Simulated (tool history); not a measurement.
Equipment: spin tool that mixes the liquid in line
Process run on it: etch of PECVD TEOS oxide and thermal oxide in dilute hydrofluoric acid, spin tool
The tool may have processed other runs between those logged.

run,hour,temperature setpoint of the liquid (C),parts of water to one part of 49 % hydrofluoric acid (parts by volume),time under the liquid (s),thickness taken off the PECVD TEOS oxide on a monitor wafer (angstrom),thickness taken off the thermal oxide on a monitor wafer (angstrom)
1,0,24,120,60,84.691,22.125
2,2.1,25.5,120,60,90.638,24.002
3,10.5,28,120,60,99.199,25.39
4,17,28,85,60,146.57,38.352
5,21.8,26,85,60,136.45,35.461
6,28.2,26,85,80,182.82,47.058
7,34.8,23.5,90,80,154.74,39.683
8,42.2,22,95,80,135.51,35.996
9,45.7,21,100,80,124.12,32.923
10,48.4,20,100,80,119.13,31.54
11,54.7,19.5,100,80,116.61,30.289

Run 12 comes next. What will it give?
12,58.3,19,100,80,?,?

{"run 12": {"thickness taken off the PECVD TEOS oxide on a monitor wafer (angstrom)": 114.97, "thickness taken off the thermal oxide on a monitor wafer (angstrom)": 29.336}}
